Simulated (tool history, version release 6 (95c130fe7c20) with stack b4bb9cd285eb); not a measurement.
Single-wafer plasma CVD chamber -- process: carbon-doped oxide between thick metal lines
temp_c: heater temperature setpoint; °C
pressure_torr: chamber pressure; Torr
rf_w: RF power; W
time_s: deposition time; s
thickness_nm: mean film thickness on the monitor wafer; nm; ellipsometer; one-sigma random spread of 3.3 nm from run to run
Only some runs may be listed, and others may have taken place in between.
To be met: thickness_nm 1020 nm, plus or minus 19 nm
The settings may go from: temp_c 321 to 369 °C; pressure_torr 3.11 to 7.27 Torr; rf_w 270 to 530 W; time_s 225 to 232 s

run	hour	temp_c	pressure_torr	rf_w	time_s	thickness_nm
1	0	345	5.19	400	225	906.47
2	3.5	354	5.19	400	225	884.81
3	8.8	360	5.19	400	225	880.17
4	12.9	354	5.19	400	225	891.62
5	19.3	352	5.6	410	225	918.81
6	25.7	352	5.6	410	232	948.93
7	33.7	350	5.82	415	232	966.28
8	39.4	349	5.98	420	232	974.97
9	40.2	348	6.06	425	232	982.2
10	42.1	347	6.11	430	232	992.54

Next run, 5 choices. One meets every target within its allowed miss, the rest don't. Which?
A	44	351	6.28	415	228	?
B	44	356	6.75	435	226	?
C	44	341	5.72	425	225	?
D	44	342	6.61	450	226	?
E	44	345	5.69	430	229	?

move	thickness_nm
A	953.26
B	964.93
C	962.78
D	1012.6
E	975.81
A: the biggest miss grows against the last run
B: the biggest miss grows against the last run
C: the biggest miss grows against the last run
D: every result lands within tolerance
E: the biggest miss grows against the last run
D meets every target.

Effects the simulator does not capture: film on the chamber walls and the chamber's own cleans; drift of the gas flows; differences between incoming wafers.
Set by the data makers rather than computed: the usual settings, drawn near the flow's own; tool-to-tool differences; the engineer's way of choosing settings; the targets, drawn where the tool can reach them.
